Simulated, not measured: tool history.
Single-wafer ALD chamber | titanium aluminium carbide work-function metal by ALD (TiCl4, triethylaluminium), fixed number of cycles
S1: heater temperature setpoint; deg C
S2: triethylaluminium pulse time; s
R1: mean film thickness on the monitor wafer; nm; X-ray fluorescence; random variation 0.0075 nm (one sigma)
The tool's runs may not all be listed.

{"run": 1, "day": 0.0, "S1": 280, "S2": 8.04, "R1": 1.6574}
{"run": 2, "day": 0.121, "S1": 270, "S2": 8.04, "R1": 1.5871}
{"run": 3, "day": 0.462, "S1": 264, "S2": 8.04, "R1": 1.5429}
{"run": 4, "day": 0.783, "S1": 264, "S2": 7.07, "R1": 1.5028}
{"run": 5, "day": 1.088, "S1": 257, "S2": 7.07, "R1": 1.4612}
{"run": 6, "day": 1.238, "S1": 265, "S2": 7.07, "R1": 1.4942}
{"run": 7, "day": 1.321, "S1": 263, "S2": 6.54, "R1": 1.4676}
{"run": 8, "day": 1.475, "S1": 261, "S2": 6.05, "R1": 1.4055}

The next listed run, before its measurement:
{"run": 9, "day": 1.825, "S1": 260, "S2": 5.92, "R1": "?"}

Run 9 gave R1 1.4059 nm.
